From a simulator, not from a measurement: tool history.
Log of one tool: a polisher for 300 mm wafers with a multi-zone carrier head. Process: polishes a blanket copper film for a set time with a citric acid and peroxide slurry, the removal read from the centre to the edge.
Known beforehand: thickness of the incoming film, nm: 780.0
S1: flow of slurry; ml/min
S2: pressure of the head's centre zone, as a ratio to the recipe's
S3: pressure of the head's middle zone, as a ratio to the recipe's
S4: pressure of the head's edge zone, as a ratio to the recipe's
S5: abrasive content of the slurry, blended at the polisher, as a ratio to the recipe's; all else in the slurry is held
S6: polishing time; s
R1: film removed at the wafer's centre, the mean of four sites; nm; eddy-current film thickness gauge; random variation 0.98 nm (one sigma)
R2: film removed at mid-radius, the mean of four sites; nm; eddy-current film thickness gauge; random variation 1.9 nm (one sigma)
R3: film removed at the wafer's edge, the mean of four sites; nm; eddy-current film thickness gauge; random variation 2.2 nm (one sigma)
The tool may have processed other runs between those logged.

Run 1, day 0.000: S1 305 ml/min, S2 1.00, S3 1.00, S4 1.00, S5 1.00, S6 60 s. Result: R1 124.80 nm, R2 120.50 nm, R3 120.76 nm.
Run 2, day 0.171: S1 305 ml/min, S2 0.94, S3 1.00, S4 1.00, S5 1.00, S6 60 s. Result: R1 116.63 nm, R2 119.65 nm, R3 121.02 nm.
Run 3, day 0.238: S1 305 ml/min, S2 0.94, S3 1.00, S4 1.00, S5 1.20, S6 60 s. Result: R1 122.81 nm, R2 127.67 nm, R3 127.57 nm.
Run 4, day 0.579: S1 360 ml/min, S2 0.94, S3 1.00, S4 1.00, S5 1.20, S6 60 s. Result: R1 123.77 nm, R2 125.33 nm, R3 128.01 nm.
Run 5, day 0.612: S1 360 ml/min, S2 1.02, S3 1.00, S4 1.00, S5 1.20, S6 60 s. Result: R1 135.89 nm, R2 125.35 nm, R3 131.34 nm.
Run 6, day 0.983: S1 365 ml/min, S2 1.02, S3 1.01, S4 1.05, S5 1.30, S6 60 s. Result: R1 138.03 nm, R2 130.22 nm, R3 132.59 nm.

What does the tool deliver on the next run?
Run 7, day 1.229: S1 375 ml/min, S2 0.99, S3 0.98, S4 1.05, S5 1.35, S6 62 s. Result: R1 ?, R2 ?, R3 ?.

Run 7 gave R1 137.87 nm, R2 130.07 nm, R3 140.26 nm.

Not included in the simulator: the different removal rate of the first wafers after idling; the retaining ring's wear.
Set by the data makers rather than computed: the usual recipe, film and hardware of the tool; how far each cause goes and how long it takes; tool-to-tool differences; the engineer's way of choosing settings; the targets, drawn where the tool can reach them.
